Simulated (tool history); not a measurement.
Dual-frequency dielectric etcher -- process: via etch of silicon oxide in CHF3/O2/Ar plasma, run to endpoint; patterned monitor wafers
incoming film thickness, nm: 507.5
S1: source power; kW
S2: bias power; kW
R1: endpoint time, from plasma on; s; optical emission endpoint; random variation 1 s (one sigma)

| run | day | S1 | S2 | R1 |
|---|---|---|---|---|
| 1 | 0.000 | 0.480 | 0.173 | 281.74 |
| 2 | 0.075 | 0.560 | 0.173 | 257.59 |
| 3 | 0.371 | 0.560 | 0.150 | 270.75 |
| 4 | 0.729 | 0.560 | 0.131 | 279.99 |
| 5 | 1.100 | 0.560 | 0.105 | 296.25 |
| 6 | 1.458 | 0.560 | 0.119 | 285.83 |

Run 7 comes next. What will it give?
| 7 | 1.829 | 0.570 | 0.121 | ? |

R1: 285.10 s

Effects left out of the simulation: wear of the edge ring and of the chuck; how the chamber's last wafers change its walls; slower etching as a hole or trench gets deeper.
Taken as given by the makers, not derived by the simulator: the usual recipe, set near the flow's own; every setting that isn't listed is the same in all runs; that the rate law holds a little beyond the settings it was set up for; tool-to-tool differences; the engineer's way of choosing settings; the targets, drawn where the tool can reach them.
